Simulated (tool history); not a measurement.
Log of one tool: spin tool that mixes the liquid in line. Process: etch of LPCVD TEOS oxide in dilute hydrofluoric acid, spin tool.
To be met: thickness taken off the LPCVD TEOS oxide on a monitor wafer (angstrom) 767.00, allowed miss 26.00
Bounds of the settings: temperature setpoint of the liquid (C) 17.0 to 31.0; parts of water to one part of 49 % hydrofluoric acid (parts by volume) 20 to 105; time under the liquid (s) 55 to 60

run,hour,temperature setpoint of the liquid (C),parts of water to one part of 49 % hydrofluoric acid (parts by volume),time under the liquid (s),thickness taken off the LPCVD TEOS oxide on a monitor wafer (angstrom)
1,0.0,23.0,55,55,550.26
2,8.2,24.5,55,55,573.64
3,11.4,24.5,55,55,573.94
4,14.3,24.5,55,55,579.68
5,21.3,24.5,55,55,580.85
# hour 23.5: thermometer replaced
6,23.5,26.0,55,55,571.74
7,25.8,26.0,55,55,593.94
8,30.7,27.0,55,55,604.05

4 next moves are on the table. One of them brings every result within its allowed miss. Which?
A,35.6,24.0,40,55,?
B,35.6,29.5,45,55,?
C,35.6,27.5,45,60,?
D,35.6,20.5,35,60,?

move,thickness taken off the LPCVD TEOS oxide on a monitor wafer (angstrom)
A,769.78
B,849.03
C,855.18
D,833.48
A: meets every target
B: takes the result that was furthest off past its target
C: takes the result that was furthest off past its target
D: takes the result that was furthest off past its target
The right move is A.
